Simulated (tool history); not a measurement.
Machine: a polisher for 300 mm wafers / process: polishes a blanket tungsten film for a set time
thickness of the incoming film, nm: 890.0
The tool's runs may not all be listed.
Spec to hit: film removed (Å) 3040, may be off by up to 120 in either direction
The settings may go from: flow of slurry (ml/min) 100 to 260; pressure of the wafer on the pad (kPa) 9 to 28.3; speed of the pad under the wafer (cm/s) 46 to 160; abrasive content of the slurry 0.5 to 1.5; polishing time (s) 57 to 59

run,hour,flow of slurry (ml/min),pressure of the wafer on the pad (kPa),speed of the pad under the wafer (cm/s),abrasive content of the slurry,polishing time (s),film removed (Å)
1,0,165,18.6,102,1,57,2056.6
2,1.7,165,18.6,102,1,57,1991
3,8.9,165,18.6,102,1,59,2114.8
4,17,170,20,102,1,59,2229.4
5,18.7,210,20,102,1,59,2355.5
6,27.7,210,21.4,102,1,59,2457
7,34.3,210,22.8,102,1,59,2609.3
8,42.3,210,22.8,102,1,59,2650.7
9,46,210,23.4,102,1,59,2715.7
10,54,210,23.4,102,1,59,2702.7
# hour 57.6: slurry nozzle cleaned
11,57.6,210,24.1,102,1,59,2853

Of the 5 settings listed for the next run, only one would bring every result within its allowed miss of target. Which one?
A,61.2,250,26.9,96,1,58,?
B,61.2,205,25.5,86,1.05,59,?
C,61.2,205,24.8,94,0.85,59,?
D,61.2,260,21.4,106,1,59,?
E,61.2,180,26.2,92,0.95,58,?

move,film removed (Å)
A,3105.6
B,2771
C,2716.1
D,2705.8
E,2805.7
A: meets every target
B: moves away from the targets compared with the last run
C: moves away from the targets compared with the last run
D: moves away from the targets compared with the last run
E: moves away from the targets compared with the last run
Go with A: it meets all targets.
